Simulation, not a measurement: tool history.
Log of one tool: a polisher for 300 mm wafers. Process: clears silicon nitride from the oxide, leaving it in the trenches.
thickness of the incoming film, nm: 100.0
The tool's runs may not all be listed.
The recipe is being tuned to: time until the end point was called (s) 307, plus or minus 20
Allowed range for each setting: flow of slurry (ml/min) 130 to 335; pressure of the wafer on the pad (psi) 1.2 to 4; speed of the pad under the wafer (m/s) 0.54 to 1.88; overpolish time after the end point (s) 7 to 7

| run | hour | flow of slurry (ml/min) | pressure of the wafer on the pad (psi) | speed of the pad under the wafer (m/s) | overpolish time after the end point (s) | time until the end point was called (s) |
|---|---|---|---|---|---|---|
| 1 | 0 | 215 | 2.6 | 1.2 | 7 | 97.665 |
| 2 | 4.3 | 215 | 3.1 | 1.2 | 7 | 85.069 |
| 3 | 5 | 185 | 2.5 | 0.98 | 7 | 129.22 |
| 4 | 6.8 | 175 | 2.1 | 0.84 | 7 | 180.4 |
| 5 | 10.3 | 175 | 2.5 | 0.84 | 7 | 151.97 |
| 6 | 16.6 | 150 | 2.5 | 0.84 | 7 | 147.85 |
| 7 | 18.9 | 150 | 2.1 | 0.78 | 7 | 192.8 |
| 8 | 19.6 | 150 | 1.8 | 0.76 | 7 | 234.57 |
| 9 | 22.5 | 150 | 1.6 | 0.76 | 7 | 267.96 |
| 10 | 26.6 | 150 | 1.5 | 0.76 | 7 | 270.67 |

Exercise: of the 5 proposed moves below, exactly one satisfies all targets within the stated allowed misses. Which move is it?
| A | 30.7 | 150 | 1.8 | 0.7 | 7 | ? |
| B | 30.7 | 155 | 1.5 | 0.8 | 7 | ? |
| C | 30.7 | 130 | 1.4 | 0.6 | 7 | ? |
| D | 30.7 | 150 | 1.7 | 0.74 | 7 | ? |
| E | 30.7 | 130 | 1.5 | 0.68 | 7 | ? |

| move | time until the end point was called (s) |
|---|---|
| A | 255.31 |
| B | 266.52 |
| C | 381.28 |
| D | 255.77 |
| E | 317.31 |
A: moves away from the targets compared with the last run
B: moves away from the targets compared with the last run
C: carries the result that was furthest off beyond its target, to the other side
D: moves away from the targets compared with the last run
E: in spec on every target
The move that meets every target is E.

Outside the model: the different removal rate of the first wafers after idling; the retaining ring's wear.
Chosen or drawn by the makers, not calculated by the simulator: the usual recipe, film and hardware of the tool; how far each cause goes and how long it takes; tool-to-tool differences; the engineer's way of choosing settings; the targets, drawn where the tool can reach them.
